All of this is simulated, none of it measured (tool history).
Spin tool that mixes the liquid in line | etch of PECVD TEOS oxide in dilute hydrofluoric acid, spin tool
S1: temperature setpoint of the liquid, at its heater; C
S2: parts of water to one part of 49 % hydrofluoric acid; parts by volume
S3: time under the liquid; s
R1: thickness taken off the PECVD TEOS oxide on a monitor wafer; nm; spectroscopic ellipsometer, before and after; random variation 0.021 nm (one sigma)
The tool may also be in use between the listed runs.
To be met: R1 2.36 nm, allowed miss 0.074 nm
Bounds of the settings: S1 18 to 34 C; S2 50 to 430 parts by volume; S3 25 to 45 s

run,hour,S1,S2,S3,R1
1,0,26,240,45,3.7864
2,4.2,25,250,45,3.4271
3,10.5,23.5,250,45,3.2885
4,17.2,23.5,305,45,2.567
5,22.7,26.5,305,45,2.8162
6,25.1,29.5,305,45,3.1275
7,27,29.5,305,45,3.157
8,29.1,28.5,305,45,3.002
9,30.4,27.5,305,45,2.9537
10,34,26.5,305,45,2.8342
11,38.8,26.5,305,45,2.7852
12,45.5,26,305,45,2.8023

Which of these 4 next moves meets every target?
A,52.2,24.5,315,45,?
B,52.2,24.5,335,45,?
C,52.2,25,295,35,?
D,52.2,25,315,45,?

move,R1
A,2.5214
B,2.3274
C,2.1719
D,2.5658
A: nearer than the last run, and not there yet
B: meets every target
C: takes the result that was furthest off past its target
D: nearer than the last run, and not there yet
The right move is B.
